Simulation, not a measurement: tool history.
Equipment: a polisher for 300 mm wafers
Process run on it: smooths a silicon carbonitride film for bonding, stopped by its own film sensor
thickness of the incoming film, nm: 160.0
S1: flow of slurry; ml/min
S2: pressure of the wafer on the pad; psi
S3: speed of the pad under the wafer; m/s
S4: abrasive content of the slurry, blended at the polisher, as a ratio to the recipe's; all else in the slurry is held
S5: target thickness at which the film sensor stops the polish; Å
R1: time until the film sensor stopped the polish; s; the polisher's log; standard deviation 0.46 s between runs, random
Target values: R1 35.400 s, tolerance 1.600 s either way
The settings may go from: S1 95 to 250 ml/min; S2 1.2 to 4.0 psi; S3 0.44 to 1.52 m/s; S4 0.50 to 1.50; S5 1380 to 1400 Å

run  hour   S1   S2    S3    S4    S5      R1
  1   0.0  160  2.6  0.98  1.00  1380  65.927
  2   7.8  160  2.7  0.98  1.00  1380  63.636
  3   9.3  160  2.7  0.98  1.15  1380  60.563
  4  13.3  160  2.8  0.98  1.15  1380  59.249
  5  20.1  160  2.8  0.88  1.15  1380  63.796
  6  25.2  160  2.9  0.90  1.15  1380  60.268
  7  28.0  160  3.0  0.92  1.15  1380  58.836
  8  35.8  165  3.7  1.16  1.20  1380  38.753

Of the 4 settings listed for the next run, only one would bring every result within its allowed miss of target. Which one?
  A  43.6  160  4.0  0.74  1.35  1400   ?
  B  43.6  185  3.3  1.06  1.20  1380   ?
  C  43.6  125  3.7  1.24  1.50  1380   ?
  D  43.6  155  3.8  1.04  1.30  1380   ?

move      R1
   A  44.040
   B  44.456
   C  35.238
   D  39.488
A: its largest miss is bigger than the last run's
B: its largest miss is bigger than the last run's
C: every result lands within tolerance
D: its largest miss is bigger than the last run's
C is the move that brings every result within its allowed miss.

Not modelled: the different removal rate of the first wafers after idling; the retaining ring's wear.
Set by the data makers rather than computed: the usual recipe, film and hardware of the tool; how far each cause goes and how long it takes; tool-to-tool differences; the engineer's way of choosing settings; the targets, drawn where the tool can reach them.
